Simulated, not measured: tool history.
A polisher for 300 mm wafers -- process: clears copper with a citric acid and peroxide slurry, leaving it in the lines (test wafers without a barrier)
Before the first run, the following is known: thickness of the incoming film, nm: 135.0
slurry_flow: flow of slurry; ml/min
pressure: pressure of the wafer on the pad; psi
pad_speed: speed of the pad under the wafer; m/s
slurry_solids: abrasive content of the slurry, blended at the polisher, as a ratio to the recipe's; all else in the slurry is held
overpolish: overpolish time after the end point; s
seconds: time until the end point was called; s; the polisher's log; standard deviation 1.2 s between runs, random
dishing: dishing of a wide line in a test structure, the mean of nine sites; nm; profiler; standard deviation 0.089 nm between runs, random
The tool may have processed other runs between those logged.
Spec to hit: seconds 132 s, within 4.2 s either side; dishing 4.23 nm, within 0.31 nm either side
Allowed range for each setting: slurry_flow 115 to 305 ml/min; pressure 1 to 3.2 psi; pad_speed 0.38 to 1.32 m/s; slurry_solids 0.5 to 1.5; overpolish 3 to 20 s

run    day  slurry_flow  pressure  pad_speed  slurry_solids  overpolish  seconds  dishing
  1      0          195       2.1       0.84              1          10   107.73   8.3372
  2  0.054          195       2.1       0.84            1.2          10   102.44    9.291
  3  0.317          195       2.1       0.84           1.35          10   99.343   9.1621
  4  0.642          195       2.1       0.84            1.5          10   97.996   9.5545
  5  0.838          195       2.4       0.84            1.5          10   86.403   10.424
  6  0.971          160       2.4       0.84            1.5          10   86.075   10.181
  7  1.188          160       2.3       0.84            1.5           9    89.82   9.1494
  8  1.308          160       2.2       0.84            1.5           8   94.631   7.8934
  9  1.621          160       2.1       0.84            1.5           7   99.516   6.5936

Below are 5 possible settings for the next run. Only one of them brings all results inside the allowed miss of their targets. Which is it?
  A  1.933          115       1.8       0.74            1.5           5        ?        ?
  B  1.933          160       2.3       0.86            1.5           3        ?        ?
  C  1.933          180       1.6        0.8            1.5           6        ?        ?
  D  1.933          200       2.6       1.06           1.45          10        ?        ?
  E  1.933          115       1.5       0.88            1.5           5        ?        ?

move  seconds  dishing
   A   130.93   3.4942
   B   88.347   3.1156
   C   129.49   4.2212
   D    63.76   13.696
   E   130.32   3.5067
A: meets the target for the result that was furthest off, but another lies outside its allowed miss
B: moves away from the targets compared with the last run
C: each result inside its tolerance
D: moves away from the targets compared with the last run
E: meets the target for the result that was furthest off, but another lies outside its allowed miss
Go with C: it meets all targets.
